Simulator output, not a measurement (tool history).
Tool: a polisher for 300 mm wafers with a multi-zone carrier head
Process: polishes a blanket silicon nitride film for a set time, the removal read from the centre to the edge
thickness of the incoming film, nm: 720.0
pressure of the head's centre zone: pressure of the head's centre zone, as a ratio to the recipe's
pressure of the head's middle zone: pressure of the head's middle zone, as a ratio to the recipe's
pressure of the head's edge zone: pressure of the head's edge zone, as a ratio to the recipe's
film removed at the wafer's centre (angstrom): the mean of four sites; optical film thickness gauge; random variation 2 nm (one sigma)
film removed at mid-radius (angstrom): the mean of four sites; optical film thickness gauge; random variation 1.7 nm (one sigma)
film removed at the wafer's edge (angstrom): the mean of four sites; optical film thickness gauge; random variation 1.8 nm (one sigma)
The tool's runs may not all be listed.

run    day  flow of slurry (ml/min)  pressure of the head's centre zone  pressure of the head's middle zone  pressure of the head's edge zone  polishing time (s)  film removed at the wafer's centre (angstrom)  film removed at mid-radius (angstrom)  film removed at the wafer's edge (angstrom)
  1  0.000                      255                                1.00                                1.00                              1.00                  63                                         1146.2                                 1207.1                                       1201.5
  2  0.058                      255                                1.00                                1.04                              1.00                  63                                         1191.5                                 1249.4                                       1178.0
  3  0.129                      230                                1.00                                1.04                              1.00                  63                                         1151.1                                 1237.4                                       1203.9
  4  0.221                      195                                1.00                                1.04                              1.00                  63                                         1137.8                                 1213.0                                       1188.8
  5  0.517                      195                                1.05                                1.04                              1.00                  63                                         1205.1                                 1206.6                                       1199.3
  6  0.812                      195                                1.05                                1.04                              1.06                  63                                         1201.8                                 1181.8                                       1183.6

The next listed run, before its measurement:
     0.888  -- slurry nozzle cleaned
  7  0.888                      195                                1.06                                1.03                              1.06                  66                                              ?                                      ?                                            ?

{"run 7": {"film removed at the wafer's centre (angstrom)": 1289.7, "film removed at mid-radius (angstrom)": 1276.6, "film removed at the wafer's edge (angstrom)": 1253.8}}
